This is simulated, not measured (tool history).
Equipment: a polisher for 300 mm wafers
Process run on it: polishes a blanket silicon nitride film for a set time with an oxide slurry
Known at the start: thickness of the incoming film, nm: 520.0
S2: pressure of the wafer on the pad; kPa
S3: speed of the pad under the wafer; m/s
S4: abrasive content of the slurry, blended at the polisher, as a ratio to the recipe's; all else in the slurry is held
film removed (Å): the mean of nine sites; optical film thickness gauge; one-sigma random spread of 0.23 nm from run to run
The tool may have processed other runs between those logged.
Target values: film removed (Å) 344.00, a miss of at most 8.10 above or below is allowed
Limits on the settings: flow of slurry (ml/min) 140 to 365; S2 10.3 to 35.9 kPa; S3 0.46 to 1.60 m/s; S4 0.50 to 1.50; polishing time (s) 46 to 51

Run 1, hour 0.0: flow of slurry (ml/min) 235, S2 22.8 kPa, S3 1.02 m/s, S4 1.00, polishing time (s) 51. Result: film removed (Å) 275.06.
Run 2, hour 6.4: flow of slurry (ml/min) 235, S2 19.3 kPa, S3 1.02 m/s, S4 1.00, polishing time (s) 51. Result: film removed (Å) 235.41.
Run 3, hour 13.6: flow of slurry (ml/min) 235, S2 24.1 kPa, S3 1.02 m/s, S4 1.00, polishing time (s) 51. Result: film removed (Å) 291.01.
Run 4, hour 21.6: flow of slurry (ml/min) 235, S2 24.1 kPa, S3 0.86 m/s, S4 1.00, polishing time (s) 51. Result: film removed (Å) 259.47.
Run 5, hour 26.6: flow of slurry (ml/min) 235, S2 24.1 kPa, S3 0.78 m/s, S4 1.00, polishing time (s) 51. Result: film removed (Å) 245.17.
Run 6, hour 34.8: flow of slurry (ml/min) 240, S2 25.5 kPa, S3 0.78 m/s, S4 1.00, polishing time (s) 51. Result: film removed (Å) 257.71.
Run 7, hour 39.5: flow of slurry (ml/min) 240, S2 26.2 kPa, S3 0.78 m/s, S4 1.00, polishing time (s) 51. Result: film removed (Å) 267.39.
Run 8, hour 43.0: flow of slurry (ml/min) 240, S2 26.9 kPa, S3 0.78 m/s, S4 1.00, polishing time (s) 51. Result: film removed (Å) 270.45.

Which one of the following 5 next-run settings gets every result inside its allowed miss? There is exactly one.
Run A, hour 46.5: flow of slurry (ml/min) 260, S2 29.6 kPa, S3 1.30 m/s, S4 0.90, polishing time (s) 46. Result: film removed (Å) ?.
Run B, hour 46.5: flow of slurry (ml/min) 225, S2 29.6 kPa, S3 0.84 m/s, S4 1.20, polishing time (s) 51. Result: film removed (Å) ?.
Run C, hour 46.5: flow of slurry (ml/min) 260, S2 20.7 kPa, S3 0.62 m/s, S4 1.15, polishing time (s) 50. Result: film removed (Å) ?.
Run D, hour 46.5: flow of slurry (ml/min) 160, S2 26.2 kPa, S3 0.76 m/s, S4 1.05, polishing time (s) 46. Result: film removed (Å) ?.
Run E, hour 46.5: flow of slurry (ml/min) 220, S2 31.7 kPa, S3 0.98 m/s, S4 1.00, polishing time (s) 51. Result: film removed (Å) ?.

move  film removed (Å)
   A            363.58
   B            344.49
   C            194.76
   D            227.76
   E            369.55
A: pushes the last run's worst result past its target
B: meets every target
C: the biggest miss grows against the last run
D: the biggest miss grows against the last run
E: pushes the last run's worst result past its target
Answer: B

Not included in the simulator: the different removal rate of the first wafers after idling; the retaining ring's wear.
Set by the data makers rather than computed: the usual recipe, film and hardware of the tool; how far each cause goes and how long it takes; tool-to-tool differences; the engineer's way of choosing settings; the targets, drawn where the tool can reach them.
